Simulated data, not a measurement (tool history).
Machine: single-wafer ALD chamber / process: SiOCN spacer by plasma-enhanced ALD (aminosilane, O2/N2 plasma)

run  hour  heater temperature setpoint (°C)  number of ALD cycles (cycles)  mean film thickness on the monitor wafer (nm)
  1   0.0                               375                             98                                         6.1358
  2   6.8                               375                            101                                         6.3115
  3  14.1                               375                             95                                         5.9235
  4  19.4                               375                             98                                         6.1385
  5  27.3                               365                             98                                         6.1230
  6  35.4                               365                            101                                         6.3378
  7  39.6                               365                            103                                         6.4558
  8  44.8                               365                            105                                         6.5595
  9  48.8                               365                            107                                         6.6872
 10  56.9                               365                            109                                         6.8417
 11  64.3                               365                            110                                         6.9042
 12  69.0                               365                            111                                         6.9411
 13  77.3                               365                            112                                         6.9897
 14  85.2                               365                            113                                         7.0820

Run 15 is up next; what results do you expect?
 15  87.0                               365                            114                                              ?

Run 15 gave mean film thickness on the monitor wafer (nm) 7.1335.

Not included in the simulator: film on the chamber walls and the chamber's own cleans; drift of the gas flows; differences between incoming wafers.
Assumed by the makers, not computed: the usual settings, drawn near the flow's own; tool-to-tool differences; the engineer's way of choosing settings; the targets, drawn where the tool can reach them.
